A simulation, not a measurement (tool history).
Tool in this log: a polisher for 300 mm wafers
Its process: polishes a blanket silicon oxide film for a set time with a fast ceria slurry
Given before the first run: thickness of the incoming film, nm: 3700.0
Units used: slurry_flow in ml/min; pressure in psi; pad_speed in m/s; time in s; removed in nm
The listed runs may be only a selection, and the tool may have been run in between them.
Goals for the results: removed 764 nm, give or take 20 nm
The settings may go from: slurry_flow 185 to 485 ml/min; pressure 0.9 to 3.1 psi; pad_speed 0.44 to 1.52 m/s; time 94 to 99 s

{"run": 1, "hour": 0.0, "slurry_flow": 310, "pressure": 2, "pad_speed": 0.98, "time": 94, "removed": 915.2}
{"run": 2, "hour": 7.7, "slurry_flow": 305, "pressure": 1.8, "pad_speed": 0.98, "time": 94, "removed": 855.93}
{"run": 3, "hour": 13.3, "slurry_flow": 305, "pressure": 1.6, "pad_speed": 0.98, "time": 94, "removed": 783.08}
{"run": 4, "hour": 19.7, "slurry_flow": 305, "pressure": 1.3, "pad_speed": 0.98, "time": 94, "removed": 702.8}
{"run": 5, "hour": 26.2, "slurry_flow": 305, "pressure": 1.3, "pad_speed": 0.98, "time": 99, "removed": 733.06}
{"run": 6, "hour": 35.1, "slurry_flow": 305, "pressure": 1.3, "pad_speed": 0.74, "time": 99, "removed": 565.19}
{"run": 7, "hour": 43.1, "slurry_flow": 305, "pressure": 1.4, "pad_speed": 0.74, "time": 99, "removed": 583.22}
{"run": 8, "hour": 51.3, "slurry_flow": 315, "pressure": 2, "pad_speed": 0.74, "time": 99, "removed": 727.56}

Below are 4 possible settings for the next run. Only one of them brings all results inside the allowed miss of their targets. Which is it?
{"run": "A", "hour": 59.5, "slurry_flow": 270, "pressure": 1.9, "pad_speed": 0.82, "time": 98, "removed": "?"}
{"run": "B", "hour": 59.5, "slurry_flow": 305, "pressure": 2, "pad_speed": 0.7, "time": 99, "removed": "?"}
{"run": "C", "hour": 59.5, "slurry_flow": 300, "pressure": 2, "pad_speed": 0.7, "time": 96, "removed": "?"}
{"run": "D", "hour": 59.5, "slurry_flow": 330, "pressure": 2.3, "pad_speed": 0.64, "time": 94, "removed": "?"}

move=A removed=763.27
move=B removed=693.36
move=C removed=671.31
move=D removed=669.23
A: hits every target within its allowed miss
B: lands further from the targets than the last run did
C: lands further from the targets than the last run did
D: lands further from the targets than the last run did
So the answer is move A, the one that meets all the targets.

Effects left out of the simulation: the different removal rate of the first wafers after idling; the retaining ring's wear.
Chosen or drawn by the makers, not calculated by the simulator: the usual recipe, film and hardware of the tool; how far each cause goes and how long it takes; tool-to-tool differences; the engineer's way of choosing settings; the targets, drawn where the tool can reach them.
